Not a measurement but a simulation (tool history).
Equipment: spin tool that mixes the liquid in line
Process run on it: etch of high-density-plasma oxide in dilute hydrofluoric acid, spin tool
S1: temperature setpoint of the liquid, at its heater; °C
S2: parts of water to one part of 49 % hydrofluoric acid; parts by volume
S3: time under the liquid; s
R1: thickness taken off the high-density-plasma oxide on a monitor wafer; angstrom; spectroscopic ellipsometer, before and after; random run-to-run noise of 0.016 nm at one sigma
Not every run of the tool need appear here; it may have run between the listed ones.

run 1 day=0 | S1=24 S2=280 S3=95 | R1=12.75
run 2 day=0.038 | S1=24 S2=280 S3=75 | R1=9.9112
run 3 day=0.058 | S1=26 S2=260 S3=75 | R1=11.784
run 4 day=0.408 | S1=26 S2=260 S3=75 | R1=11.797
run 5 day=0.525 | S1=26 S2=335 S3=75 | R1=8.489
-- day=0.654 hydrofluoric acid flow meter replaced
run 6 day=0.654 | S1=26 S2=335 S3=75 | R1=9.1728
run 7 day=0.788 | S1=27.5 S2=290 S3=75 | R1=11.695
run 8 day=0.929 | S1=29 S2=275 S3=75 | R1=13.121
run 9 day=1.062 | S1=29 S2=275 S3=75 | R1=12.953
run 10 day=1.342 | S1=30 S2=260 S3=75 | R1=14.658
run 11 day=1.408 | S1=30.5 S2=250 S3=75 | R1=15.54
run 12 day=1.779 | S1=30.5 S2=250 S3=75 | R1=15.947

Run 13, settings as shown, results not yet in. Your forecast:
run 13 day=1.85 | S1=31 S2=245 S3=75 | R1=?

For run 13 the tool returned R1 16.103 angstrom.

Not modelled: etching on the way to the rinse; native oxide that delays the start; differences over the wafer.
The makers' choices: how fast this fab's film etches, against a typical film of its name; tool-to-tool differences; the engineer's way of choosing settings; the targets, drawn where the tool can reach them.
